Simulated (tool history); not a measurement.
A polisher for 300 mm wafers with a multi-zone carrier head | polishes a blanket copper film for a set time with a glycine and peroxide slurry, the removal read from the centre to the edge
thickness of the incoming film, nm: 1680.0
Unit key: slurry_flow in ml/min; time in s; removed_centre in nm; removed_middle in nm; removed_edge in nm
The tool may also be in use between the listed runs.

Run 1, hour 0.0: slurry_flow 240 ml/min, centre_zone 1.00, middle_zone 1.00, edge_zone 1.00, time 36 s. Result: removed_centre 198.30 nm, removed_middle 201.81 nm, removed_edge 200.54 nm.
Run 2, hour 1.5: slurry_flow 280 ml/min, centre_zone 1.00, middle_zone 1.00, edge_zone 1.00, time 36 s. Result: removed_centre 206.01 nm, removed_middle 207.88 nm, removed_edge 204.43 nm.
Run 3, hour 3.6: slurry_flow 280 ml/min, centre_zone 1.00, middle_zone 1.00, edge_zone 0.96, time 36 s. Result: removed_centre 202.62 nm, removed_middle 209.22 nm, removed_edge 200.61 nm.
Run 4, hour 8.2: slurry_flow 280 ml/min, centre_zone 1.00, middle_zone 1.00, edge_zone 0.96, time 40 s. Result: removed_centre 224.49 nm, removed_middle 230.35 nm, removed_edge 221.54 nm.
Run 5, hour 10.4: slurry_flow 275 ml/min, centre_zone 1.01, middle_zone 0.99, edge_zone 0.96, time 40 s. Result: removed_centre 229.74 nm, removed_middle 231.04 nm, removed_edge 221.47 nm.
Run 6, hour 11.8: slurry_flow 275 ml/min, centre_zone 1.01, middle_zone 0.99, edge_zone 1.02, time 40 s. Result: removed_centre 227.73 nm, removed_middle 229.31 nm, removed_edge 227.80 nm.
Run 7, hour 19.3: slurry_flow 270 ml/min, centre_zone 1.02, middle_zone 0.98, edge_zone 1.02, time 40 s. Result: removed_centre 232.31 nm, removed_middle 227.52 nm, removed_edge 238.16 nm.
Run 8, hour 27.5: slurry_flow 300 ml/min, centre_zone 1.11, middle_zone 0.91, edge_zone 0.92, time 37 s. Result: removed_centre 229.77 nm, removed_middle 199.97 nm, removed_edge 204.61 nm.
Run 9, hour 32.9: slurry_flow 305 ml/min, centre_zone 1.11, middle_zone 0.91, edge_zone 0.93, time 37 s. Result: removed_centre 235.83 nm, removed_middle 199.16 nm, removed_edge 203.67 nm.
Run 10, hour 37.5: slurry_flow 305 ml/min, centre_zone 1.11, middle_zone 0.91, edge_zone 0.94, time 37 s. Result: removed_centre 233.01 nm, removed_middle 199.42 nm, removed_edge 201.58 nm.

Estimate the outcome of run 11 from the log above:
Run 11, hour 42.6: slurry_flow 305 ml/min, centre_zone 1.11, middle_zone 0.91, edge_zone 0.94, time 37 s. Result: removed_centre ?, removed_middle ?, removed_edge ?.

{"run 11": {"removed_centre": 229.66, "removed_middle": 199.86, "removed_edge": 202.71}}
